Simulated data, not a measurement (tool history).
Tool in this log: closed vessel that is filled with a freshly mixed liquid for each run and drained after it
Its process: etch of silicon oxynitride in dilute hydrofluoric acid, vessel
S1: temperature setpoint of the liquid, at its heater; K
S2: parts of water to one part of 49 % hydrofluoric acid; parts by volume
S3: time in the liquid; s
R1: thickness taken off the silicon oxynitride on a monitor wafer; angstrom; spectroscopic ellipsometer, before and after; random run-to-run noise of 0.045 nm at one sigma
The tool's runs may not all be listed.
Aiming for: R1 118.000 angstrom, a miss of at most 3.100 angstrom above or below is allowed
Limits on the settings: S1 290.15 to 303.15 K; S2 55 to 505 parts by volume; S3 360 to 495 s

run  hour      S1   S2   S3       R1
  1   0.0  295.15  280  495   67.863
  2   7.9  295.15  235  495   83.238
  3  16.1  296.15  235  495   87.430
  4  25.3  297.15  235  495   91.143
  5  30.8  293.65  235  495   78.202
  6  36.5  295.15  235  495   84.180
  7  38.7  296.15  235  495   87.366
  8  47.8  297.15  235  495   91.257
  9  52.8  301.15  230  495  110.910

Exercise: of the 4 proposed moves below, exactly one satisfies all targets within the stated allowed misses. Which move is it?
  A  57.8  303.15  220  495   ?
  B  57.8  303.15  235  495   ?
  C  57.8  303.15  220  490   ?
  D  57.8  301.65  210  495   ?

move       R1
   A  127.770
   B  118.060
   C  126.480
   D  126.800
A: pushes the last run's worst result past its target
B: hits every target within its allowed miss
C: pushes the last run's worst result past its target
D: pushes the last run's worst result past its target
The move that meets every target is B.
